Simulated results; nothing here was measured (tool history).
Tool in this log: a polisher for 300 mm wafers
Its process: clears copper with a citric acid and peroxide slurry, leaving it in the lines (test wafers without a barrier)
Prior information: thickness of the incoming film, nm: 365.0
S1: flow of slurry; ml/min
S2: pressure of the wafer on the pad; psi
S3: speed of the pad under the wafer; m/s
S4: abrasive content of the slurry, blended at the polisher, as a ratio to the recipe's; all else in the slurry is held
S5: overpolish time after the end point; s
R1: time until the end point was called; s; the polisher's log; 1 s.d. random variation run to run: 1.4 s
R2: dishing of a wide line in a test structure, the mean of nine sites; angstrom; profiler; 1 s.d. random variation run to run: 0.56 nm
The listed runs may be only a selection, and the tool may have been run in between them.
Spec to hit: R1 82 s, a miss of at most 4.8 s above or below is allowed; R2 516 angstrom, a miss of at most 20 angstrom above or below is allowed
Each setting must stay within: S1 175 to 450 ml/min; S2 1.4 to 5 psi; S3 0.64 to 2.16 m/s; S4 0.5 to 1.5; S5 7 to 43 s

run	hour	S1	S2	S3	S4	S5	R1	R2
1	0	290	3.2	1.4	1	22	135.11	420.26
2	2.3	290	3.6	1.42	1	20	118.11	438.62
3	5.6	290	2.9	1.42	1	20	142.42	366.32
4	9.7	290	3.4	1.44	1	19	124.62	402.38
5	16	290	3.4	1.44	1	11	124.15	253.31
6	22.4	220	3.4	1.44	1	11	122.5	252.81
7	25.1	225	3.6	1.48	1	13	113.95	314.04
8	26.3	225	3.9	1.5	1	14	105.1	352.63
9	30.8	225	4.1	1.5	1	15	102.72	387.83

4 next moves are on the table. One of them brings every result within its allowed miss. Which?
A	35.3	220	4.2	2.08	1.2	17	?	?
B	35.3	195	4.7	1.88	1.05	15	?	?
C	35.3	180	4.3	2.16	1.05	15	?	?
D	35.3	225	5	1.62	0.7	17	?	?

move	R1	R2
A	72.237	556.83
B	72.567	506.92
C	71.14	511.86
D	81.681	511.79
A: the result that was furthest off in the last run now lies on the other side of its target
B: brings the last run's worst result on target, with another outside its allowed miss
C: brings the last run's worst result on target, with another outside its allowed miss
D: meets every target
Correct choice: D, which meets every target

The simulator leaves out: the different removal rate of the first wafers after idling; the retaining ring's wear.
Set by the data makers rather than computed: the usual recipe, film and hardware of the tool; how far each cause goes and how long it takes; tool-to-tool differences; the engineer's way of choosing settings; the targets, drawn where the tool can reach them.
